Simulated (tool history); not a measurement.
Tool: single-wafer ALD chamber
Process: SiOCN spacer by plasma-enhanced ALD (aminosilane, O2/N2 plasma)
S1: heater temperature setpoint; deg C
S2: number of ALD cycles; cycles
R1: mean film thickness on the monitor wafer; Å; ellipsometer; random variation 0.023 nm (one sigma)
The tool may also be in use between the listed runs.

run 1 hour=0 | S1=415 S2=56 | R1=32.171
run 2 hour=5.8 | S1=412 S2=59 | R1=34.225
run 3 hour=14.2 | S1=412 S2=56 | R1=32.428
run 4 hour=23.2 | S1=410 S2=59 | R1=34.363
run 5 hour=25.6 | S1=410 S2=54 | R1=31.539
run 6 hour=30.3 | S1=410 S2=59 | R1=33.959

Forecast run 7:
run 7 hour=36 | S1=409 S2=62 | R1=?

R1: 36.114 Å

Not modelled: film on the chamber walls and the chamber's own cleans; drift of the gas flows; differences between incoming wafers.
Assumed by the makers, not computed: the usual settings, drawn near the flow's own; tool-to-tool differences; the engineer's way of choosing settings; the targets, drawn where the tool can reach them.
